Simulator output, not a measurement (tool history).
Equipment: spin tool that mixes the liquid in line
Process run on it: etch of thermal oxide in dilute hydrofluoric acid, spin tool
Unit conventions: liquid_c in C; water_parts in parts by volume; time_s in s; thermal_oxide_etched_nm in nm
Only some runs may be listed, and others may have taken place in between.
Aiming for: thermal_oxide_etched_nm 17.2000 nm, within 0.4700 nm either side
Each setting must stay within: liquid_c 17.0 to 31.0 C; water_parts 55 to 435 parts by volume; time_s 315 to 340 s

{"run": 1, "hour": 0.0, "liquid_c": 23.0, "water_parts": 245, "time_s": 315, "thermal_oxide_etched_nm": 5.5173}
{"run": 2, "hour": 8.4, "liquid_c": 25.0, "water_parts": 200, "time_s": 315, "thermal_oxide_etched_nm": 7.7745}
{"run": 3, "hour": 13.7, "liquid_c": 26.5, "water_parts": 175, "time_s": 315, "thermal_oxide_etched_nm": 9.3617}
{"run": 4, "hour": 21.9, "liquid_c": 27.5, "water_parts": 155, "time_s": 315, "thermal_oxide_etched_nm": 11.48}
{"run": 5, "hour": 30.6, "liquid_c": 28.5, "water_parts": 145, "time_s": 315, "thermal_oxide_etched_nm": 12.783}
{"run": 6, "hour": 34.4, "liquid_c": 28.5, "water_parts": 180, "time_s": 315, "thermal_oxide_etched_nm": 9.8375}
{"run": 7, "hour": 42.3, "liquid_c": 29.0, "water_parts": 160, "time_s": 315, "thermal_oxide_etched_nm": 11.573}
{"run": 8, "hour": 50.9, "liquid_c": 29.5, "water_parts": 145, "time_s": 315, "thermal_oxide_etched_nm": 13.388}
{"run": 9, "hour": 57.1, "liquid_c": 30.0, "water_parts": 135, "time_s": 315, "thermal_oxide_etched_nm": 14.822}
{"run": 10, "hour": 64.3, "liquid_c": 30.0, "water_parts": 130, "time_s": 315, "thermal_oxide_etched_nm": 15.336}
{"run": 11, "hour": 71.3, "liquid_c": 30.0, "water_parts": 125, "time_s": 315, "thermal_oxide_etched_nm": 16.167}
{"run": 12, "hour": 76.6, "liquid_c": 30.5, "water_parts": 125, "time_s": 315, "thermal_oxide_etched_nm": 16.718}

4 candidate next runs follow, results not yet known. Just one meets every target within its allowed miss. Identify it.
{"run": "A", "hour": 81.9, "liquid_c": 21.5, "water_parts": 85, "time_s": 325, "thermal_oxide_etched_nm": "?"}
{"run": "B", "hour": 81.9, "liquid_c": 29.5, "water_parts": 125, "time_s": 340, "thermal_oxide_etched_nm": "?"}
{"run": "C", "hour": 81.9, "liquid_c": 30.0, "water_parts": 120, "time_s": 340, "thermal_oxide_etched_nm": "?"}
{"run": "D", "hour": 81.9, "liquid_c": 27.5, "water_parts": 105, "time_s": 325, "thermal_oxide_etched_nm": "?"}

move=A thermal_oxide_etched_nm=18.7290
move=B thermal_oxide_etched_nm=17.2950
move=C thermal_oxide_etched_nm=18.4760
move=D thermal_oxide_etched_nm=18.7510
A: moves the result that the last run missed by most past its target, out the other side
B: meets every target
C: moves the result that the last run missed by most past its target, out the other side
D: moves the result that the last run missed by most past its target, out the other side
B is the move that brings every result within its allowed miss.
